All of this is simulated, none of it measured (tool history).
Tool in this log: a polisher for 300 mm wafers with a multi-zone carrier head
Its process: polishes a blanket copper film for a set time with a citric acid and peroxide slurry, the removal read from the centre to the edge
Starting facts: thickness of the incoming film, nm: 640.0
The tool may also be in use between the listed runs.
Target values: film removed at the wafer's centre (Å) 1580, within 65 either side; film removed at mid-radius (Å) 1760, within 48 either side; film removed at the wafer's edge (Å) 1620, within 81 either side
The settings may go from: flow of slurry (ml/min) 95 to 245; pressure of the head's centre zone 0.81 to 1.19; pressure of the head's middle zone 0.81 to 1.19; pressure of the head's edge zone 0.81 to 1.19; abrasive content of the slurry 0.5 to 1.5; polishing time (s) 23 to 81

run  hour  flow of slurry (ml/min)  pressure of the head's centre zone  pressure of the head's middle zone  pressure of the head's edge zone  abrasive content of the slurry  polishing time (s)  film removed at the wafer's centre (Å)  film removed at mid-radius (Å)  film removed at the wafer's edge (Å)
  1     0                      155                                   1                                   1                                 1                               1                  52                                    1755                          1941.3                                1942.3
  2   2.6                      155                                   1                                1.05                                 1                               1                  52                                  1765.2                          1992.1                                1911.9
  3   8.6                      150                                   1                                1.05                              0.97                            0.95                  52                                  1720.5                            1943                                1884.6
  4  17.4                      150                                   1                                1.05                              0.97                            1.15                  52                                  1833.3                          2099.8                                1979.5
  5  19.5                      150                                1.01                                1.06                              0.95                            1.05                  51                                  1762.5                          1988.8                                1883.6
  6    21                      165                                1.01                                1.06                              0.95                            1.05                  51                                  1771.4                          2030.5                                1853.7
  7  23.4                      170                                1.01                                1.05                              0.94                               1                  51                                  1750.5                          1999.9                                1834.5
  8  29.2                      125                                1.01                                0.99                              0.84                            0.85                  50                                  1559.7                          1704.2                                1584.5

Which single option among these 5 for the next run brings every result within its allowed miss of target? Just one does.
  A    35                      145                                0.94                                   1                              0.84                               1                  46                                       ?                               ?                                     ?
  B    35                      110                                1.05                                0.96                              0.88                               1                  48                                       ?                               ?                                     ?
  C    35                      115                                0.94                                0.88                              0.91                               1                  50                                       ?                               ?                                     ?
  D    35                      105                                0.95                                0.96                              0.83                             1.1                  48                                       ?                               ?                                     ?
  E    35                      130                                1.01                                1.04                              0.85                             0.7                  54                                       ?                               ?                                     ?

move  film removed at the wafer's centre (Å)  film removed at mid-radius (Å)  film removed at the wafer's edge (Å)
   A                                  1453.2                          1709.2                                1565.3
   B                                  1587.1                          1659.3                                1610.3
   C                                  1505.8                          1668.5                                1714.8
   D                                  1473.9                          1694.6                                1605.9
   E                                    1581                          1780.1                                1613.3
A: lands further from the targets than the last run did
B: lands further from the targets than the last run did
C: lands further from the targets than the last run did
D: lands further from the targets than the last run did
E: each result inside its tolerance
E is the move that brings every result within its allowed miss.
